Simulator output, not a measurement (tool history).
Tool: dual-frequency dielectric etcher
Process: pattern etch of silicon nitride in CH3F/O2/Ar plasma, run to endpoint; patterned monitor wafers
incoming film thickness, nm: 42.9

{"run": 1, "hour": 0.0, "source power (kW)": 0.4, "bias power (kW)": 0.079, "endpoint time (s)": 61.602}
{"run": 2, "hour": 7.1, "source power (kW)": 0.39, "bias power (kW)": 0.079, "endpoint time (s)": 62.6}
{"run": 3, "hour": 10.7, "source power (kW)": 0.38, "bias power (kW)": 0.079, "endpoint time (s)": 62.871}
{"run": 4, "hour": 18.9, "source power (kW)": 0.37, "bias power (kW)": 0.079, "endpoint time (s)": 63.517}
{"run": 5, "hour": 20.5, "source power (kW)": 0.36, "bias power (kW)": 0.079, "endpoint time (s)": 63.772}
{"run": 6, "hour": 25.3, "source power (kW)": 0.35, "bias power (kW)": 0.079, "endpoint time (s)": 64.222}

Run 7 comes next. What will it give?
{"run": 7, "hour": 33.5, "source power (kW)": 0.35, "bias power (kW)": 0.079, "endpoint time (s)": "?"}

Run 7 gave endpoint time (s) 63.957.
